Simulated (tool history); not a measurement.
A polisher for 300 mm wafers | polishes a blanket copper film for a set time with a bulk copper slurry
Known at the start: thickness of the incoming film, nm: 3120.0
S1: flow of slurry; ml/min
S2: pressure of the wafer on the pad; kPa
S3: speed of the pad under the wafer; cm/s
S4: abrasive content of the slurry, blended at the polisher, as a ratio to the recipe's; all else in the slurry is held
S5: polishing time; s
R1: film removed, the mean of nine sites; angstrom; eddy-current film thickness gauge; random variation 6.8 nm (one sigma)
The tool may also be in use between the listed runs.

run,hour,S1,S2,S3,S4,S5,R1
1,0,200,18.6,114,1,86,9289.7
2,3.3,200,18.6,114,1,90,9606.4
3,8.3,200,18.6,114,1.15,90,10148
4,10.5,200,17.2,114,1.15,90,9544.3
5,12.9,200,15.9,112,1.15,90,8714.6
6,19.6,225,15.9,112,1.15,90,8445.8

Forecast run 7:
7,23.6,225,14.5,112,1.15,90,?

R1: 7807.7 angstrom
